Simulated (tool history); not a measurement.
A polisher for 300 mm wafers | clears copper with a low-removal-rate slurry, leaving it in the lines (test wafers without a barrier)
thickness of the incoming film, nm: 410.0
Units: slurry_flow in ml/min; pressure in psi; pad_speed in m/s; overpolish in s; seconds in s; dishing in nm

Run 1, day 0.000: slurry_flow 165 ml/min, pressure 2.9 psi, pad_speed 0.96 m/s, slurry_solids 1.0, overpolish 14 s. Result: seconds 175.85 s, dishing 22.749 nm.
Run 2, day 0.229: slurry_flow 165 ml/min, pressure 2.9 psi, pad_speed 0.96 m/s, slurry_solids 1.0, overpolish 9 s. Result: seconds 168.86 s, dishing 15.299 nm.
Run 3, day 0.358: slurry_flow 180 ml/min, pressure 2.9 psi, pad_speed 0.96 m/s, slurry_solids 1.0, overpolish 9 s. Result: seconds 169.07 s, dishing 15.530 nm.
Run 4, day 0.604: slurry_flow 180 ml/min, pressure 3.3 psi, pad_speed 1.02 m/s, slurry_solids 1.0, overpolish 11 s. Result: seconds 138.15 s, dishing 21.901 nm.
Run 5, day 0.804: slurry_flow 160 ml/min, pressure 3.3 psi, pad_speed 1.02 m/s, slurry_solids 1.0, overpolish 11 s. Result: seconds 146.67 s, dishing 22.002 nm.
Run 6, day 1.033: slurry_flow 160 ml/min, pressure 4.0 psi, pad_speed 1.02 m/s, slurry_solids 1.0, overpolish 11 s. Result: seconds 116.96 s, dishing 26.241 nm.

Run 7 comes next. What will it give?
Run 7, day 1.062: slurry_flow 160 ml/min, pressure 4.1 psi, pad_speed 1.06 m/s, slurry_solids 1.0, overpolish 12 s. Result: seconds ?, dishing ?.

{"run 7": {"seconds": 108.97, "dishing": 29.082}}

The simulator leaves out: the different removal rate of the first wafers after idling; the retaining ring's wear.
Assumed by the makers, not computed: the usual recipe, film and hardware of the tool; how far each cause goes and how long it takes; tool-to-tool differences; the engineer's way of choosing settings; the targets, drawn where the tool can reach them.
